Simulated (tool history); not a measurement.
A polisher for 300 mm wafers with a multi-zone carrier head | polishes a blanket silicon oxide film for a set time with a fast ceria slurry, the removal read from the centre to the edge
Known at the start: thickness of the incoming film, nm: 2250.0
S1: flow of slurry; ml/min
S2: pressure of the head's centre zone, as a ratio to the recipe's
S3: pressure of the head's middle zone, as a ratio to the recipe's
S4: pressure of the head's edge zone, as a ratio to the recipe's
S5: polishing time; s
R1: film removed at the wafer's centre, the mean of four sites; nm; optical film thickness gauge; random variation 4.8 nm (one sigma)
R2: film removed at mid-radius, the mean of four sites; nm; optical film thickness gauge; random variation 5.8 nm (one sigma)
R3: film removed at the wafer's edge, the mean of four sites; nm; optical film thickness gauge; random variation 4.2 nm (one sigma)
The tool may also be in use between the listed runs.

Run 1, day 0: S1 185 ml/min, S2 1, S3 1, S4 1, S5 37 s. Result: R1 522.57 nm, R2 545.86 nm, R3 521.07 nm.
Run 2, day 0.104: S1 180 ml/min, S2 1, S3 0.98, S4 0.98, S5 36 s. Result: R1 516.8 nm, R2 501.34 nm, R3 506.09 nm.
Run 3, day 0.267: S1 175 ml/min, S2 0.99, S3 0.98, S4 0.97, S5 35 s. Result: R1 493.47 nm, R2 495.27 nm, R3 482.25 nm.
Run 4, day 0.492: S1 205 ml/min, S2 0.99, S3 0.98, S4 0.97, S5 35 s. Result: R1 505.7 nm, R2 510.32 nm, R3 499.73 nm.
Run 5, day 0.858: S1 205 ml/min, S2 1.03, S3 0.98, S4 0.97, S5 35 s. Result: R1 535.65 nm, R2 508.27 nm, R3 496.08 nm.
Run 6, day 1.071: S1 205 ml/min, S2 1.03, S3 0.98, S4 0.9, S5 35 s. Result: R1 513.79 nm, R2 513.07 nm, R3 480.79 nm.

Run 7 comes next. What will it give?
Run 7, day 1.167: S1 160 ml/min, S2 1, S3 0.88, S4 0.84, S5 32 s. Result: R1 ?, R2 ?, R3 ?.

{"run 7": {"R1": 447.62, "R2": 415.09, "R3": 409.34}}
